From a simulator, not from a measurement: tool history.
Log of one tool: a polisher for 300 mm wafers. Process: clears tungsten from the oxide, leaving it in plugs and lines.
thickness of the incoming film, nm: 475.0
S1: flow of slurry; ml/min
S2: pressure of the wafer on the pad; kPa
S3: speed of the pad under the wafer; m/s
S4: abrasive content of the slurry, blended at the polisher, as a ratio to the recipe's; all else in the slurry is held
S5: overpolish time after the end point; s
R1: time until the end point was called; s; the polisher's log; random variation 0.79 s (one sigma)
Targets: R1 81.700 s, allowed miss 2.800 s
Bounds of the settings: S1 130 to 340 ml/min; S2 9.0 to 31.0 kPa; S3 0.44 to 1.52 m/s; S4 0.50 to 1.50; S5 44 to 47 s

run	hour	S1	S2	S3	S4	S5	R1
1	0.0	220	20.0	0.98	1.00	44	135.380
2	0.8	220	20.0	0.98	1.00	44	133.930
3	8.0	220	20.0	0.98	0.90	44	139.130
4	16.5	220	20.0	0.78	0.90	44	170.130
5	19.4	220	21.4	0.80	0.90	44	156.360
6	24.5	190	21.4	0.80	0.90	44	164.500
7	33.3	250	26.9	0.90	0.90	44	110.620
8	40.3	255	27.6	0.92	0.90	44	105.430
9	45.9	255	27.6	0.92	0.90	44	106.560
10	52.1	255	28.3	0.94	0.90	44	100.800
11	59.1	255	29.0	0.96	0.90	44	97.189
12	62.9	260	29.0	0.96	0.90	44	97.377
13	67.7	260	29.0	0.98	0.90	44	96.103
14	70.5	260	29.0	1.00	0.90	44	92.994
15	72.0	265	30.3	1.02	0.90	44	87.475

Which of these 5 next moves meets every target?
A	73.5	290	31.0	1.02	1.00	44	?
B	73.5	245	29.0	0.98	0.75	44	?
C	73.5	215	31.0	0.86	1.05	44	?
D	73.5	290	31.0	1.00	0.65	44	?
E	73.5	245	28.3	1.00	0.80	44	?

move	R1
A	83.116
B	99.722
C	100.450
D	92.256
E	98.863
A: meets every target
B: further off than the last run
C: further off than the last run
D: further off than the last run
E: further off than the last run
The right move is A.
